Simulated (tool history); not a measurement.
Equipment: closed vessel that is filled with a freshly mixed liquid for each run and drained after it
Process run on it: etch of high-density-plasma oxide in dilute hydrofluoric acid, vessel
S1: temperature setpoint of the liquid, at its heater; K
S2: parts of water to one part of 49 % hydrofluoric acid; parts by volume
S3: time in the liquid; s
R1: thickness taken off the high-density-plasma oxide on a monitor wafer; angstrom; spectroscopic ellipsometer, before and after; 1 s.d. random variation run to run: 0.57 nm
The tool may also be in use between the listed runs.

{"run": 1, "hour": 0.0, "S1": 297.15, "S2": 230, "S3": 3015, "R1": 570.16}
{"run": 2, "hour": 4.4, "S1": 298.65, "S2": 230, "S3": 3015, "R1": 600.74}
{"run": 3, "hour": 8.4, "S1": 298.65, "S2": 200, "S3": 3015, "R1": 713.36}
{"run": 4, "hour": 14.6, "S1": 296.15, "S2": 200, "S3": 3015, "R1": 651.39}
{"run": 5, "hour": 17.1, "S1": 297.15, "S2": 190, "S3": 3015, "R1": 721.33}
{"run": 6, "hour": 19.4, "S1": 297.15, "S2": 190, "S3": 3015, "R1": 725.69}
{"run": 7, "hour": 27.1, "S1": 301.15, "S2": 115, "S3": 3020, "R1": 1511.9}
{"run": 8, "hour": 34.0, "S1": 299.65, "S2": 115, "S3": 3020, "R1": 1421.8}
{"run": 9, "hour": 36.5, "S1": 299.15, "S2": 115, "S3": 3020, "R1": 1405.6}

For run 10, what comes out?
{"run": 10, "hour": 42.6, "S1": 298.65, "S2": 115, "S3": 3020, "R1": "?"}

{"run 10": {"R1": 1369.2}}
